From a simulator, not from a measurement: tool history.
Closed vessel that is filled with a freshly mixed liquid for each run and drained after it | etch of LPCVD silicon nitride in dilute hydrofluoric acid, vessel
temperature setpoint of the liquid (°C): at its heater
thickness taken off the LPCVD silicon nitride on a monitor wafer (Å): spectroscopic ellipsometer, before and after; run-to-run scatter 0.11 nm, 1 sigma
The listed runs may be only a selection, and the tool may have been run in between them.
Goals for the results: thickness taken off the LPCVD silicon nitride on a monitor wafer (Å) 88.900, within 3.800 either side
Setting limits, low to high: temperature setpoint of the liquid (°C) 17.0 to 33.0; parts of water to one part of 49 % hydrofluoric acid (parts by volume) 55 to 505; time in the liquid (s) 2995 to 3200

| run | hour | temperature setpoint of the liquid (°C) | parts of water to one part of 49 % hydrofluoric acid (parts by volume) | time in the liquid (s) | thickness taken off the LPCVD silicon nitride on a monitor wafer (Å) |
|---|---|---|---|---|---|
| 1 | 0.0 | 25.0 | 280 | 2995 | 56.598 |
| 2 | 8.2 | 28.5 | 280 | 2995 | 71.985 |
| 3 | 15.1 | 29.5 | 280 | 2995 | 75.073 |
| 4 | 18.6 | 27.5 | 280 | 2995 | 66.598 |
| 5 | 23.7 | 27.5 | 280 | 2995 | 66.363 |
| 6 | 32.6 | 29.0 | 280 | 2995 | 72.552 |
| 7 | 37.4 | 30.0 | 280 | 2995 | 76.719 |
| 8 | 42.9 | 31.0 | 280 | 2995 | 82.258 |

Of the 4 settings listed for the next run, only one would bring every result within its allowed miss of target. Which one?
| A | 48.4 | 31.0 | 240 | 3155 | ? |
| B | 48.4 | 31.5 | 265 | 3185 | ? |
| C | 48.4 | 33.0 | 265 | 3115 | ? |
| D | 48.4 | 30.5 | 250 | 2995 | ? |

| move | thickness taken off the LPCVD silicon nitride on a monitor wafer (Å) |
|---|---|
| A | 100.660 |
| B | 94.423 |
| C | 100.580 |
| D | 88.992 |
A: pushes the last run's worst result past its target
B: pushes the last run's worst result past its target
C: pushes the last run's worst result past its target
D: all results in spec
Go with D: it meets all targets.
